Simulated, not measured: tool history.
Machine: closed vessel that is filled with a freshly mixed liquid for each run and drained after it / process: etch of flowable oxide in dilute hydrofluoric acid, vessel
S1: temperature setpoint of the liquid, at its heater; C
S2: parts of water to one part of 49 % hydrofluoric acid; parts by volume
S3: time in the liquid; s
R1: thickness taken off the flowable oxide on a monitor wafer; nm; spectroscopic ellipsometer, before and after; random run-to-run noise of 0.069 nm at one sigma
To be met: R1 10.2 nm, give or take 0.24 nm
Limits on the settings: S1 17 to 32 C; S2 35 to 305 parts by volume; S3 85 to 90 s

run  hour    S1   S2  S3      R1
  1     0    24  170  85   15.34
  2   8.6    22  175  85  13.722
  3  10.6  20.5  180  85  12.444
  4  14.7  19.5  185  85  11.624
  5  18.4    19  185  85  11.347
  6  26.2  17.5  185  85  10.625
     33.4  -- thermometer replaced
  7  33.4    17  185  85  11.402
  8  40.4    17  190  85  10.997
  9    41    17  195  85  10.624

Pick the move, out of 4, that brings all results within their allowed miss; only one does.
  A  41.6    18  220  85   ?
  B  41.6    17  200  85   ?
  C  41.6  17.5  195  85   ?
  D  41.6    17  190  85   ?

move      R1
   A  9.5718
   B  10.309
   C  10.836
   D  10.952
A: the result that was furthest off in the last run now lies on the other side of its target
B: all results in spec
C: its largest miss is bigger than the last run's
D: its largest miss is bigger than the last run's
Answer: B
